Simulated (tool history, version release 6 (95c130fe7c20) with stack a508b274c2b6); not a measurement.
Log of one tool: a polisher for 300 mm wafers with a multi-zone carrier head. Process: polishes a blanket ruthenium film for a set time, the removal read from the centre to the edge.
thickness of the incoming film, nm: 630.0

run,hour,flow of slurry (ml/min),pressure of the head's centre zone,pressure of the head's middle zone,pressure of the head's edge zone,polishing time (s),film removed at the wafer's centre (angstrom),film removed at mid-radius (angstrom),film removed at the wafer's edge (angstrom)
1,0.0,240,1.00,1.00,1.00,56,584.31,603.66,581.25
2,5.4,225,0.96,1.00,0.99,49,485.69,540.18,506.04
3,9.6,225,0.90,1.00,0.99,49,472.83,525.74,505.62
4,16.8,225,0.90,1.07,0.99,49,455.57,552.30,501.19
5,20.1,225,0.90,1.07,1.02,49,470.00,566.85,510.35
6,20.8,225,0.90,1.07,1.02,44,417.56,506.37,456.46

Run 7 comes next. What will it give?
7,23.7,210,0.88,1.06,1.04,40,?,?,?

film removed at the wafer's centre (angstrom): 369.14
film removed at mid-radius (angstrom): 456.89
film removed at the wafer's edge (angstrom): 414.60

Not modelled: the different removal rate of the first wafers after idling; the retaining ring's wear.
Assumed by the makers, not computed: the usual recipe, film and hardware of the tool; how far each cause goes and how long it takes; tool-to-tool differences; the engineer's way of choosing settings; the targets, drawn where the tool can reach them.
